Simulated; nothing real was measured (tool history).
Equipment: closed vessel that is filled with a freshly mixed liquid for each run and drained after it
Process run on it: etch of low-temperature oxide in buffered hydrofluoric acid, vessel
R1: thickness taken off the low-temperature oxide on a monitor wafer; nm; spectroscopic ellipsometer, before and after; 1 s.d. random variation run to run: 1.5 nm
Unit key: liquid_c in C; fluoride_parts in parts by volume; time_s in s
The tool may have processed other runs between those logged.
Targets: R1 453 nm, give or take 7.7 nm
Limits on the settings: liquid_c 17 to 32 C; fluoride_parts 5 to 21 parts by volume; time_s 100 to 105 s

{"run": 1, "hour": 0.0, "liquid_c": 24, "fluoride_parts": 13, "time_s": 100, "R1": 373.13}
{"run": 2, "hour": 2.2, "liquid_c": 24, "fluoride_parts": 11.5, "time_s": 100, "R1": 419.44}
{"run": 3, "hour": 9.0, "liquid_c": 25, "fluoride_parts": 11.5, "time_s": 100, "R1": 444.13}
{"run": 4, "hour": 17.7, "liquid_c": 25, "fluoride_parts": 10, "time_s": 100, "R1": 507.84}
{"run": 5, "hour": 25.6, "liquid_c": 23.5, "fluoride_parts": 10, "time_s": 100, "R1": 466.03}
{"run": 6, "hour": 32.9, "liquid_c": 20.5, "fluoride_parts": 10, "time_s": 100, "R1": 395.83}
{"run": 7, "hour": 39.1, "liquid_c": 21, "fluoride_parts": 10, "time_s": 100, "R1": 407.89}
{"run": 8, "hour": 44.5, "liquid_c": 22, "fluoride_parts": 10, "time_s": 100, "R1": 430.51}
{"run": 9, "hour": 51.0, "liquid_c": 22.5, "fluoride_parts": 10, "time_s": 100, "R1": 441.52}

Exercise: of the 4 proposed moves below, exactly one satisfies all targets within the stated allowed misses. Which move is it?
{"run": "A", "hour": 57.5, "liquid_c": 22, "fluoride_parts": 10, "time_s": 100, "R1": "?"}
{"run": "B", "hour": 57.5, "liquid_c": 21.5, "fluoride_parts": 10, "time_s": 105, "R1": "?"}
{"run": "C", "hour": 57.5, "liquid_c": 21.5, "fluoride_parts": 9.5, "time_s": 105, "R1": "?"}
{"run": "D", "hour": 57.5, "liquid_c": 23.5, "fluoride_parts": 11.5, "time_s": 105, "R1": "?"}

move=A R1=429.09
move=B R1=438.25
move=C R1=452.65
move=D R1=426.98
A: further off than the last run
B: further off than the last run
C: each result inside its tolerance
D: further off than the last run
Answer: C
